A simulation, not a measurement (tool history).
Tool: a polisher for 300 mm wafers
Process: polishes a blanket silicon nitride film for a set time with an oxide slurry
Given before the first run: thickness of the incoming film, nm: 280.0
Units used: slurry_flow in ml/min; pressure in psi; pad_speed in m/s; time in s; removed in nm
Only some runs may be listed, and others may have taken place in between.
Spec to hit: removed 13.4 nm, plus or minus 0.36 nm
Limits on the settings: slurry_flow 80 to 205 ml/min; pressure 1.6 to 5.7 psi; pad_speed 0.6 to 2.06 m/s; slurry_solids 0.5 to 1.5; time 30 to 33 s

run    day  slurry_flow  pressure  pad_speed  slurry_solids  time  removed
  1      0          135       3.6       1.32              1    33   25.647
  2  0.033          130       3.2        1.3              1    33   23.651
  3  0.225          130       2.9       1.22              1    33   21.086
  4  0.296          145       2.9       1.22              1    33   21.836
  5   0.45          135       2.6       1.18              1    33    19.51
  6  0.675          135       3.1       1.18              1    33   22.048
  7  0.875          130       2.8       1.14              1    33   20.214
  8  1.217          125       2.6       1.08              1    33   18.456
  9  1.504          120       2.4       1.06              1    33    17.07
 10  1.671          115       2.2       1.06              1    33   15.951
 11  1.938          110       2.1       1.06              1    33   15.554
 12  1.992          105         2       1.06              1    33    14.88
 13  2.338          100       1.9       1.06              1    33   14.451
 14  2.642           95       1.9       1.06              1    33   14.172

Next run, 4 choices. One meets every target within its allowed miss, the rest don't. Which?
  A  2.946           95       1.8       0.94           1.05    33        ?
  B  2.946          100         2       1.08              1    33        ?
  C  2.946           90       2.4       0.98           0.95    33        ?
  D  2.946           95       1.8       1.28              1    32        ?

move  removed
   A   13.262
   B   14.914
   C    15.12
   D   14.753
A: in spec on every target
B: its largest miss is bigger than the last run's
C: its largest miss is bigger than the last run's
D: its largest miss is bigger than the last run's
Answer: A
